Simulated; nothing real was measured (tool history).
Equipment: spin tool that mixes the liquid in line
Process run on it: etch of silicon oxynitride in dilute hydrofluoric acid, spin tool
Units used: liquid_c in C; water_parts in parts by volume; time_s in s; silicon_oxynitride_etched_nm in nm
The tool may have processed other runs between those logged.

| run | hour | liquid_c | water_parts | time_s | silicon_oxynitride_etched_nm |
|---|---|---|---|---|---|
| 1 | 0.0 | 22.0 | 225 | 55 | 0.92766 |
| 2 | 3.4 | 22.0 | 225 | 55 | 0.95504 |
| 3 | 12.2 | 24.0 | 225 | 55 | 1.00040 |
| 4 | 13.4 | 25.5 | 195 | 55 | 1.26380 |
| 5 | 20.1 | 26.5 | 180 | 55 | 1.49140 |
| 6 | 24.4 | 27.5 | 175 | 55 | 1.56180 |
| 7 | 27.3 | 30.0 | 150 | 55 | 2.10100 |

What does the tool deliver on the next run?
| 8 | 30.6 | 29.5 | 150 | 55 | ? |

{"run 8": {"silicon_oxynitride_etched_nm": 2.0225}}

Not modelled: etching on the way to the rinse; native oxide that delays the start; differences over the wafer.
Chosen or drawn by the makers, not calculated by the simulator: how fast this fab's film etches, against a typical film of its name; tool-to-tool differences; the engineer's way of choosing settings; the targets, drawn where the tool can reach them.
